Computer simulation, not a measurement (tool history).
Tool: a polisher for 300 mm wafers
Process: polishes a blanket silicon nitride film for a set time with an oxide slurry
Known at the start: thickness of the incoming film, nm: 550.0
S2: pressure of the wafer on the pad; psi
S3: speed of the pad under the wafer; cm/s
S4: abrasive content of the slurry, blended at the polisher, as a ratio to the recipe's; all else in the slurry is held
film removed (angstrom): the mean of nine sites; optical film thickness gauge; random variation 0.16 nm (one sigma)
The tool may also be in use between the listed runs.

{"run": 1, "day": 0.0, "flow of slurry (ml/min)": 175, "S2": 2.8, "S3": 108, "S4": 1, "polishing time (s)": 35, "film removed (angstrom)": 214.38}
{"run": 2, "day": 0.075, "flow of slurry (ml/min)": 205, "S2": 2.8, "S3": 108, "S4": 1, "polishing time (s)": 35, "film removed (angstrom)": 222.76}
{"run": 3, "day": 0.346, "flow of slurry (ml/min)": 205, "S2": 2.6, "S3": 108, "S4": 1, "polishing time (s)": 35, "film removed (angstrom)": 206.95}
{"run": 4, "day": 0.692, "flow of slurry (ml/min)": 170, "S2": 2.6, "S3": 108, "S4": 1, "polishing time (s)": 35, "film removed (angstrom)": 201.01}
{"run": 5, "day": 0.921, "flow of slurry (ml/min)": 165, "S2": 2.5, "S3": 108, "S4": 1, "polishing time (s)": 35, "film removed (angstrom)": 191.81}
{"run": 6, "day": 1.258, "flow of slurry (ml/min)": 165, "S2": 2.5, "S3": 108, "S4": 1, "polishing time (s)": 30, "film removed (angstrom)": 169.78}

The next listed run, before its measurement:
{"run": 7, "day": 1.4, "flow of slurry (ml/min)": 170, "S2": 2.5, "S3": 108, "S4": 1, "polishing time (s)": 30, "film removed (angstrom)": "?"}

{"run 7": {"film removed (angstrom)": 165.26}}

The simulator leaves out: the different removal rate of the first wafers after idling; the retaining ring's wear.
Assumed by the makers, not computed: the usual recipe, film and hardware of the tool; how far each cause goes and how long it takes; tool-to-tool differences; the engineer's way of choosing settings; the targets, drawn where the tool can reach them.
